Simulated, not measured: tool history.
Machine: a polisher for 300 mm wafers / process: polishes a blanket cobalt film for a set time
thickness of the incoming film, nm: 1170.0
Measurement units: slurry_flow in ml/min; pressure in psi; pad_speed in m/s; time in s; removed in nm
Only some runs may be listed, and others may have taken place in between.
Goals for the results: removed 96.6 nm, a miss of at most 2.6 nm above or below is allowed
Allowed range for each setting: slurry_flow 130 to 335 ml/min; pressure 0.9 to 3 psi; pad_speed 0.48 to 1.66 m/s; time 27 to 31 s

Run 1, day 0: slurry_flow 215 ml/min, pressure 1.9 psi, pad_speed 1.06 m/s, time 31 s. Result: removed 143.05 nm.
Run 2, day 0.088: slurry_flow 210 ml/min, pressure 1.7 psi, pad_speed 1.06 m/s, time 31 s. Result: removed 127.41 nm.
Run 3, day 0.329: slurry_flow 210 ml/min, pressure 1.4 psi, pad_speed 1.06 m/s, time 31 s. Result: removed 106.8 nm.
Run 4, day 0.396: slurry_flow 165 ml/min, pressure 1.4 psi, pad_speed 1.06 m/s, time 31 s. Result: removed 101.82 nm.
Run 5, day 0.488: slurry_flow 165 ml/min, pressure 1.4 psi, pad_speed 1.26 m/s, time 31 s. Result: removed 119.44 nm.
Run 6, day 0.525: slurry_flow 165 ml/min, pressure 1.2 psi, pad_speed 1.26 m/s, time 31 s. Result: removed 102.45 nm.
Run 7, day 0.562: slurry_flow 165 ml/min, pressure 1.2 psi, pad_speed 1.26 m/s, time 31 s. Result: removed 102.42 nm.
Run 8, day 0.875: slurry_flow 160 ml/min, pressure 1.2 psi, pad_speed 1.26 m/s, time 31 s. Result: removed 102.14 nm.
Run 9, day 1.029: slurry_flow 155 ml/min, pressure 1.2 psi, pad_speed 1.26 m/s, time 31 s. Result: removed 101.74 nm.
Run 10, day 1.175: slurry_flow 150 ml/min, pressure 1.2 psi, pad_speed 1.26 m/s, time 31 s. Result: removed 101.38 nm.
Run 11, day 1.375: slurry_flow 145 ml/min, pressure 1.2 psi, pad_speed 1.26 m/s, time 31 s. Result: removed 99.725 nm.
Run 12, day 1.525: slurry_flow 140 ml/min, pressure 1.2 psi, pad_speed 1.26 m/s, time 31 s. Result: removed 99.494 nm.
Run 13, day 1.65: slurry_flow 140 ml/min, pressure 1.1 psi, pad_speed 1.26 m/s, time 31 s. Result: removed 90.568 nm.
Run 14, day 1.892: slurry_flow 140 ml/min, pressure 1.1 psi, pad_speed 1.26 m/s, time 31 s. Result: removed 91.75 nm.
Run 15, day 2.267: slurry_flow 140 ml/min, pressure 1.1 psi, pad_speed 1.26 m/s, time 31 s. Result: removed 91.527 nm.
Run 16, day 2.492: slurry_flow 145 ml/min, pressure 1.1 psi, pad_speed 1.26 m/s, time 31 s. Result: removed 91.972 nm.
Run 17, day 2.792: slurry_flow 150 ml/min, pressure 1.1 psi, pad_speed 1.26 m/s, time 31 s. Result: removed 93.964 nm.
Run 18, day 3.129: slurry_flow 155 ml/min, pressure 1.1 psi, pad_speed 1.26 m/s, time 31 s. Result: removed 93.326 nm.
Run 19, day 3.396: slurry_flow 160 ml/min, pressure 1.1 psi, pad_speed 1.26 m/s, time 31 s. Result: removed 93.891 nm.

Exercise: of the 4 proposed moves below, exactly one satisfies all targets within the stated allowed misses. Which move is it?
Run A, day 3.662: slurry_flow 180 ml/min, pressure 1 psi, pad_speed 1.3 m/s, time 29 s. Result: removed ?.
Run B, day 3.662: slurry_flow 130 ml/min, pressure 1 psi, pad_speed 1.56 m/s, time 28 s. Result: removed ?.
Run C, day 3.662: slurry_flow 150 ml/min, pressure 1.3 psi, pad_speed 1.24 m/s, time 28 s. Result: removed ?.
Run D, day 3.662: slurry_flow 155 ml/min, pressure 1.2 psi, pad_speed 1.22 m/s, time 28 s. Result: removed ?.

move  removed
   A   85.084
   B   90.378
   C   97.806
   D   89.929
A: further off than the last run
B: further off than the last run
C: each result inside its tolerance
D: further off than the last run
So the answer is move C, the one that meets all the targets.
